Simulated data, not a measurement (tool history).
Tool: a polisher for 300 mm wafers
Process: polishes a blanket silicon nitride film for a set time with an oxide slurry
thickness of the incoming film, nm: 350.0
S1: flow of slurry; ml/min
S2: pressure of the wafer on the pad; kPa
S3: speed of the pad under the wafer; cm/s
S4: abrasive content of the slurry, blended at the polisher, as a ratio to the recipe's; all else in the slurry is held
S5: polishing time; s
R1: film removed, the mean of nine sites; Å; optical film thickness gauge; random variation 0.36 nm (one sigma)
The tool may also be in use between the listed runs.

run	day	S1	S2	S3	S4	S5	R1
1	0.000	245	19.3	118	1.0	89	458.39
2	0.342	245	17.9	118	1.0	89	424.87
3	0.550	245	17.9	138	1.0	89	465.59
4	0.779	245	16.5	138	1.0	89	437.19
5	1.071	245	15.2	138	1.0	89	402.53
6	1.358	245	14.5	138	1.0	89	396.72
7	1.633	245	14.5	138	1.0	89	396.15

Forecast run 8:
8	1.775	245	13.8	138	1.0	89	?

{"run 8": {"R1": 371.48}}
